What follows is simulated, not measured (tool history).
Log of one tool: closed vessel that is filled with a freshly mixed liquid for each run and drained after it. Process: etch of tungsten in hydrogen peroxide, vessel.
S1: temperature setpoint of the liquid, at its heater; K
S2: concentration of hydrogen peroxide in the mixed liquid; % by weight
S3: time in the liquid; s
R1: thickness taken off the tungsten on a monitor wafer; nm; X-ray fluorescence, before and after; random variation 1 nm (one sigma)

run 1 day=0.000 | S1=325.15 S2=20.5 S3=90 | R1=325.58
run 2 day=0.229 | S1=324.15 S2=20.5 S3=90 | R1=306.87
run 3 day=0.342 | S1=324.15 S2=23.5 S3=90 | R1=328.38
run 4 day=0.408 | S1=323.15 S2=23.5 S3=90 | R1=309.39
run 5 day=0.738 | S1=322.65 S2=23.5 S3=90 | R1=299.32
run 6 day=0.917 | S1=322.65 S2=26.0 S3=90 | R1=314.15
run 7 day=0.992 | S1=322.65 S2=26.0 S3=90 | R1=313.69
run 8 day=1.242 | S1=322.15 S2=26.0 S3=90 | R1=307.48
run 9 day=1.542 | S1=321.65 S2=26.0 S3=90 | R1=295.24
run 10 day=1.750 | S1=321.15 S2=26.0 S3=90 | R1=286.76
run 11 day=2.062 | S1=320.65 S2=26.0 S3=90 | R1=278.71

Run 12 comes next. What will it give?
run 12 day=2.088 | S1=314.15 S2=26.0 S3=90 | R1=?

Run 12 gave R1 184.83 nm.

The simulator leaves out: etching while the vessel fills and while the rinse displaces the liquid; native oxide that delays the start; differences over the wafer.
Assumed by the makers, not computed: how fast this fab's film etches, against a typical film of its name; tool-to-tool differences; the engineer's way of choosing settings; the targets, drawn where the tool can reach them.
